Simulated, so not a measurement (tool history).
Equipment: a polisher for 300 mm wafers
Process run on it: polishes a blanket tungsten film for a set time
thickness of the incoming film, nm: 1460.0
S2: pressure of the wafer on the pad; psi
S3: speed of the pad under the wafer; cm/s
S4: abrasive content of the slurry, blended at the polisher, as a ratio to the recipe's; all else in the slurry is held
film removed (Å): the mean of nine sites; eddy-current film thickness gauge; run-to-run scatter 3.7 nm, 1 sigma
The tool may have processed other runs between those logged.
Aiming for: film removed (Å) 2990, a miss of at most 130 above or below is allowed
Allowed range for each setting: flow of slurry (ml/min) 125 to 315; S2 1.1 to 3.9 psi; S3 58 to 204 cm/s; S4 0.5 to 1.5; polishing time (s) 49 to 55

{"run": 1, "day": 0.0, "flow of slurry (ml/min)": 205, "S2": 2.5, "S3": 130, "S4": 1, "polishing time (s)": 55, "film removed (Å)": 2469.6}
{"run": 2, "day": 0.362, "flow of slurry (ml/min)": 205, "S2": 2.5, "S3": 110, "S4": 1, "polishing time (s)": 55, "film removed (Å)": 2060.8}
{"run": 3, "day": 0.538, "flow of slurry (ml/min)": 205, "S2": 2.7, "S3": 110, "S4": 1, "polishing time (s)": 55, "film removed (Å)": 2176.3}
{"run": 4, "day": 0.725, "flow of slurry (ml/min)": 255, "S2": 2.7, "S3": 110, "S4": 1, "polishing time (s)": 55, "film removed (Å)": 2295.6}
{"run": 5, "day": 0.804, "flow of slurry (ml/min)": 255, "S2": 3.2, "S3": 110, "S4": 1, "polishing time (s)": 55, "film removed (Å)": 2557.3}
{"run": 6, "day": 0.862, "flow of slurry (ml/min)": 255, "S2": 3.2, "S3": 110, "S4": 0.85, "polishing time (s)": 55, "film removed (Å)": 2419}
{"run": 7, "day": 0.996, "flow of slurry (ml/min)": 255, "S2": 3.3, "S3": 110, "S4": 0.85, "polishing time (s)": 55, "film removed (Å)": 2494.2}
{"run": 8, "day": 1.033, "flow of slurry (ml/min)": 255, "S2": 3.3, "S3": 110, "S4": 0.85, "polishing time (s)": 55, "film removed (Å)": 2429}
{"run": 9, "day": 1.254, "flow of slurry (ml/min)": 255, "S2": 3.4, "S3": 112, "S4": 0.85, "polishing time (s)": 55, "film removed (Å)": 2538}
{"run": 10, "day": 1.342, "flow of slurry (ml/min)": 255, "S2": 3.5, "S3": 114, "S4": 0.85, "polishing time (s)": 55, "film removed (Å)": 2658.7}
{"run": 11, "day": 1.55, "flow of slurry (ml/min)": 255, "S2": 3.5, "S3": 114, "S4": 0.85, "polishing time (s)": 55, "film removed (Å)": 2686.2}
{"run": 12, "day": 1.762, "flow of slurry (ml/min)": 255, "S2": 3.6, "S3": 114, "S4": 0.85, "polishing time (s)": 55, "film removed (Å)": 2731.2}
{"run": 13, "day": 1.917, "flow of slurry (ml/min)": 255, "S2": 3.7, "S3": 114, "S4": 0.85, "polishing time (s)": 55, "film removed (Å)": 2779.2}

Consider the 5 candidate settings below. Which is the only one whose results all fall within their allowed miss of target?
{"run": "A", "day": 2.071, "flow of slurry (ml/min)": 315, "S2": 3.8, "S3": 134, "S4": 0.95, "polishing time (s)": 51, "film removed (Å)": "?"}
{"run": "B", "day": 2.071, "flow of slurry (ml/min)": 305, "S2": 3.9, "S3": 98, "S4": 1, "polishing time (s)": 54, "film removed (Å)": "?"}
{"run": "C", "day": 2.071, "flow of slurry (ml/min)": 235, "S2": 3.8, "S3": 140, "S4": 0.9, "polishing time (s)": 51, "film removed (Å)": "?"}
{"run": "D", "day": 2.071, "flow of slurry (ml/min)": 210, "S2": 3.9, "S3": 144, "S4": 0.9, "polishing time (s)": 51, "film removed (Å)": "?"}
{"run": "E", "day": 2.071, "flow of slurry (ml/min)": 245, "S2": 3.9, "S3": 122, "S4": 0.75, "polishing time (s)": 55, "film removed (Å)": "?"}

move=A film_removed_(Å)=3211.7
move=B film_removed_(Å)=2600.5
move=C film_removed_(Å)=3191.9
move=D film_removed_(Å)=3297.3
move=E film_removed_(Å)=2892.5
A: takes the result that was furthest off past its target
B: its largest miss is bigger than the last run's
C: takes the result that was furthest off past its target
D: takes the result that was furthest off past its target
E: every result lands within tolerance
Move E is the one to make.

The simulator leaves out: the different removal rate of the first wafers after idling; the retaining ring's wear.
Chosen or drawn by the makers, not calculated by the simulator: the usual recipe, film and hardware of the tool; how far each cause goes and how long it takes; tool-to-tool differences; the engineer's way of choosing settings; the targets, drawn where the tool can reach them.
